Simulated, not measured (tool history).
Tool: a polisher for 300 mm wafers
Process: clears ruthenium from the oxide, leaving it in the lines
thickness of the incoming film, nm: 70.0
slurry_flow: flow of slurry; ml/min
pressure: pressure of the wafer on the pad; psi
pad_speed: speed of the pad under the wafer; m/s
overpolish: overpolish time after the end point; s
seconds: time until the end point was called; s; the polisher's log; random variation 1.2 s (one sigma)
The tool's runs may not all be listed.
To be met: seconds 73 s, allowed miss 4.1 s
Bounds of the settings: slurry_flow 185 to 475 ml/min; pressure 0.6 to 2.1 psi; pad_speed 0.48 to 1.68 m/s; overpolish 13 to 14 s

Run 1, day 0: slurry_flow 305 ml/min, pressure 1.3 psi, pad_speed 1.08 m/s, overpolish 13 s. Result: seconds 110.96 s.
Run 2, day 0.05: slurry_flow 305 ml/min, pressure 1.3 psi, pad_speed 1.08 m/s, overpolish 14 s. Result: seconds 108.94 s.
Run 3, day 0.25: slurry_flow 305 ml/min, pressure 1.4 psi, pad_speed 1.08 m/s, overpolish 14 s. Result: seconds 102.08 s.
Run 4, day 0.379: slurry_flow 305 ml/min, pressure 1.7 psi, pad_speed 1.08 m/s, overpolish 14 s. Result: seconds 85.671 s.
Run 5, day 0.625: slurry_flow 265 ml/min, pressure 1.7 psi, pad_speed 1.08 m/s, overpolish 14 s. Result: seconds 84.558 s.
Run 6, day 0.888: slurry_flow 265 ml/min, pressure 1.7 psi, pad_speed 0.92 m/s, overpolish 14 s. Result: seconds 100.15 s.
Run 7, day 0.958: slurry_flow 265 ml/min, pressure 1.8 psi, pad_speed 0.94 m/s, overpolish 14 s. Result: seconds 93.249 s.
Run 8, day 1.158: slurry_flow 265 ml/min, pressure 1.8 psi, pad_speed 0.96 m/s, overpolish 14 s. Result: seconds 91.389 s.
Run 9, day 1.404: slurry_flow 265 ml/min, pressure 2 psi, pad_speed 1 m/s, overpolish 14 s. Result: seconds 77.789 s.

5 next moves are on the table. One of them brings every result within its allowed miss. Which?
Run A, day 1.65: slurry_flow 350 ml/min, pressure 2 psi, pad_speed 0.92 m/s, overpolish 13 s. Result: seconds ?.
Run B, day 1.65: slurry_flow 360 ml/min, pressure 2.1 psi, pad_speed 0.88 m/s, overpolish 13 s. Result: seconds ?.
Run C, day 1.65: slurry_flow 280 ml/min, pressure 2 psi, pad_speed 1.1 m/s, overpolish 13 s. Result: seconds ?.
Run D, day 1.65: slurry_flow 255 ml/min, pressure 1.8 psi, pad_speed 1.04 m/s, overpolish 14 s. Result: seconds ?.
Run E, day 1.65: slurry_flow 185 ml/min, pressure 2 psi, pad_speed 0.98 m/s, overpolish 13 s. Result: seconds ?.

move  seconds
   A   86.134
   B   85.545
   C   73.626
   D   86.831
   E   85.352
A: further off than the last run
B: further off than the last run
C: meets every target
D: further off than the last run
E: further off than the last run
Move C is the one to make.
